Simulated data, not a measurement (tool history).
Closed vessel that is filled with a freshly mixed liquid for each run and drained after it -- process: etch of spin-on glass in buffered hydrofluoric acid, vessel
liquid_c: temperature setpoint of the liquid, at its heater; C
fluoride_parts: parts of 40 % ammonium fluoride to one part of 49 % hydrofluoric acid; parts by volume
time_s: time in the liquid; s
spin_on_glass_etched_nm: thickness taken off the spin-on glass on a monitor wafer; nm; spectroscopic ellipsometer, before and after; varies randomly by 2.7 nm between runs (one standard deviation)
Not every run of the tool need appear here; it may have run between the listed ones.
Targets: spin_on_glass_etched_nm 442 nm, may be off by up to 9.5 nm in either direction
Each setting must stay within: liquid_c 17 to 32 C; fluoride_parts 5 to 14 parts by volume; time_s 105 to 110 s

| run | hour | liquid_c | fluoride_parts | time_s | spin_on_glass_etched_nm |
|---|---|---|---|---|---|
| 1 | 0 | 25 | 8.5 | 105 | 547.98 |
| 2 | 6.7 | 25 | 8.5 | 110 | 580.06 |
| 3 | 11.8 | 25 | 8.5 | 110 | 571.95 |
| 4 | 16.7 | 26.5 | 8.5 | 110 | 622.8 |
| 5 | 25.5 | 29.5 | 8.5 | 110 | 726.97 |
| 6 | 29.1 | 27 | 8.5 | 110 | 644.59 |
|  | 35.4 | hydrofluoric acid flow meter replaced |
| 7 | 35.4 | 25 | 8.5 | 110 | 538.4 |
| 8 | 36 | 24.5 | 8.5 | 110 | 534.5 |
| 9 | 38.5 | 24 | 8.5 | 110 | 517.18 |
| 10 | 46 | 23.5 | 8.5 | 110 | 502.51 |
| 11 | 52.9 | 23 | 8.5 | 110 | 492.84 |
| 12 | 60.2 | 22.5 | 8.5 | 110 | 480.02 |
| 13 | 68.6 | 22 | 8.5 | 110 | 464.16 |
| 14 | 70.9 | 22 | 8.5 | 110 | 466.7 |

Exactly one of the 4 candidate moves below puts every result within its allowed miss. Which one?
| A | 73.2 | 22 | 7.5 | 105 | ? |
| B | 73.2 | 22.5 | 8 | 110 | ? |
| C | 73.2 | 23 | 9.5 | 110 | ? |
| D | 73.2 | 23 | 8 | 105 | ? |

| move | spin_on_glass_etched_nm |
|---|---|
| A | 497.98 |
| B | 500.11 |
| C | 437.26 |
| D | 490.67 |
A: the biggest miss grows against the last run
B: the biggest miss grows against the last run
C: in spec on every target
D: the biggest miss grows against the last run
The right move is C.
